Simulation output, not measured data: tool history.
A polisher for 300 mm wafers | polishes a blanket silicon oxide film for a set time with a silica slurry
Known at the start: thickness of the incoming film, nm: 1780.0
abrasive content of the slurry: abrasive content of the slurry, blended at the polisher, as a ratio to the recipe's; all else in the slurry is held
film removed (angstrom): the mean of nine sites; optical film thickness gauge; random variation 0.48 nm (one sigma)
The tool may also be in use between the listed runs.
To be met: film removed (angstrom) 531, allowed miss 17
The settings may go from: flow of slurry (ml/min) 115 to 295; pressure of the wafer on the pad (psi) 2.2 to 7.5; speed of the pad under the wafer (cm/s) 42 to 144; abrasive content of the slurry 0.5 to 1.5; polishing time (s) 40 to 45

| run | hour | flow of slurry (ml/min) | pressure of the wafer on the pad (psi) | speed of the pad under the wafer (cm/s) | abrasive content of the slurry | polishing time (s) | film removed (angstrom) |
|---|---|---|---|---|---|---|---|
| 1 | 0 | 190 | 4.8 | 92 | 1 | 45 | 1201.6 |
| 2 | 8.5 | 190 | 4.8 | 92 | 0.8 | 45 | 1058.3 |
| 3 | 11.6 | 190 | 4.8 | 76 | 0.8 | 45 | 965.21 |
| 4 | 14.9 | 190 | 4.8 | 76 | 0.8 | 45 | 943.29 |
| 5 | 15.4 | 190 | 4.1 | 76 | 0.8 | 45 | 842.06 |
| 6 | 17.7 | 185 | 3.6 | 72 | 0.8 | 45 | 711.15 |
| 7 | 18.6 | 160 | 2.2 | 72 | 0.8 | 45 | 470.3 |
| 8 | 22.2 | 170 | 2.2 | 72 | 0.8 | 45 | 471.86 |
| 9 | 25.2 | 180 | 2.3 | 72 | 0.8 | 45 | 498.74 |

5 next moves are on the table. One of them brings every result within its allowed miss. Which?
| A | 28.2 | 195 | 2.6 | 84 | 0.65 | 45 | ? |
| B | 28.2 | 175 | 2.3 | 86 | 0.7 | 43 | ? |
| C | 28.2 | 290 | 3.1 | 52 | 0.75 | 41 | ? |
| D | 28.2 | 160 | 2.7 | 64 | 0.65 | 45 | ? |
| E | 28.2 | 180 | 2.9 | 62 | 0.8 | 40 | ? |

| move | film removed (angstrom) |
|---|---|
| A | 520.38 |
| B | 476.9 |
| C | 469.3 |
| D | 443.37 |
| E | 475.83 |
A: meets every target
B: further off than the last run
C: further off than the last run
D: further off than the last run
E: further off than the last run
The right move is A.
